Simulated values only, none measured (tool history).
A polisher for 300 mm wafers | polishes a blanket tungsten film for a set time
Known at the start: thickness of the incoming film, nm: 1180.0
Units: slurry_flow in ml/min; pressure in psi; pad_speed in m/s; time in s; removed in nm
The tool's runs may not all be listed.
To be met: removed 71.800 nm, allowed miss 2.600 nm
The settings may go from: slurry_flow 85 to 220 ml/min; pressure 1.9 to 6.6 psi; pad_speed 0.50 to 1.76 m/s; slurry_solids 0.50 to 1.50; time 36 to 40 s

run,hour,slurry_flow,pressure,pad_speed,slurry_solids,time,removed
1,0.0,140,4.2,1.12,1.00,40,217.200
2,2.6,140,4.2,1.12,1.10,40,224.690
3,7.1,140,3.5,1.12,1.10,40,187.150
4,11.5,135,3.2,1.02,1.10,40,155.930
5,15.8,165,3.2,1.02,1.10,40,161.520
6,17.2,135,3.2,1.02,1.10,40,156.050
7,21.1,125,2.0,0.70,1.05,39,66.617
8,28.5,130,2.0,0.70,1.05,39,68.123
9,33.5,135,2.0,0.70,1.05,39,68.020

Which of these 5 next moves meets every target?
A,38.5,150,2.2,0.66,1.05,37,?
B,38.5,125,1.9,0.72,1.05,40,?
C,38.5,175,2.2,0.62,1.05,36,?
D,38.5,130,1.9,0.82,0.90,39,?
E,38.5,105,1.9,0.84,0.95,36,?

move,removed
A,66.984
B,66.708
C,62.717
D,72.441
E,66.642
A: further off than the last run
B: further off than the last run
C: further off than the last run
D: meets every target
E: further off than the last run
Move D is the one to make.
